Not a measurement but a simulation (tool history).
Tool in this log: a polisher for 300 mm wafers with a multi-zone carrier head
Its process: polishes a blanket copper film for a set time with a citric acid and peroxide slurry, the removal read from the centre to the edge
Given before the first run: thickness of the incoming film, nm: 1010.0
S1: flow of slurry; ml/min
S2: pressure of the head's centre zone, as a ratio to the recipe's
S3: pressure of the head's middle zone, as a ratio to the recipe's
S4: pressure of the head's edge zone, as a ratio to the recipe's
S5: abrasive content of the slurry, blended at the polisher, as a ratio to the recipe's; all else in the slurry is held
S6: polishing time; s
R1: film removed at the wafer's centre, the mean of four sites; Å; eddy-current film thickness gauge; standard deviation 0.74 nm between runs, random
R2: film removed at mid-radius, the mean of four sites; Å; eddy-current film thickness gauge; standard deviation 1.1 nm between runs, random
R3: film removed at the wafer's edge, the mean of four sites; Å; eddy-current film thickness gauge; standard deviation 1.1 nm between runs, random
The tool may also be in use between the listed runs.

Run 1, hour 0.0: S1 300 ml/min, S2 1.00, S3 1.00, S4 1.00, S5 1.00, S6 46 s. Result: R1 1251.2 Å, R2 1306.30 Å, R3 1217.90 Å.
Run 2, hour 5.6: S1 300 ml/min, S2 1.00, S3 1.00, S4 1.00, S5 0.85, S6 46 s. Result: R1 1231.0 Å, R2 1278.00 Å, R3 1221.10 Å.
Run 3, hour 7.0: S1 300 ml/min, S2 1.00, S3 1.00, S4 1.00, S5 0.85, S6 53 s. Result: R1 1409.9 Å, R2 1503.80 Å, R3 1362.30 Å.
Run 4, hour 12.7: S1 300 ml/min, S2 1.00, S3 1.00, S4 1.00, S5 0.65, S6 53 s. Result: R1 1378.4 Å, R2 1425.60 Å, R3 1327.90 Å.
Run 5, hour 19.9: S1 300 ml/min, S2 1.00, S3 1.00, S4 0.96, S5 0.65, S6 53 s. Result: R1 1363.9 Å, R2 1424.30 Å, R3 1285.70 Å.
Run 6, hour 28.5: S1 300 ml/min, S2 1.08, S3 1.00, S4 0.96, S5 0.65, S6 53 s. Result: R1 1473.3 Å, R2 1432.60 Å, R3 1315.80 Å.

Predict the results of run 7:
At hour 30.3: edge zone pressure recalibrated.
Run 7, hour 30.3: S1 310 ml/min, S2 0.98, S3 0.90, S4 0.86, S5 0.50, S6 40 s. Result: R1 ?, R2 ?, R3 ?.

{"run 7": {"R1": 974.3, "R2": 983.37, "R3": 945.25}}

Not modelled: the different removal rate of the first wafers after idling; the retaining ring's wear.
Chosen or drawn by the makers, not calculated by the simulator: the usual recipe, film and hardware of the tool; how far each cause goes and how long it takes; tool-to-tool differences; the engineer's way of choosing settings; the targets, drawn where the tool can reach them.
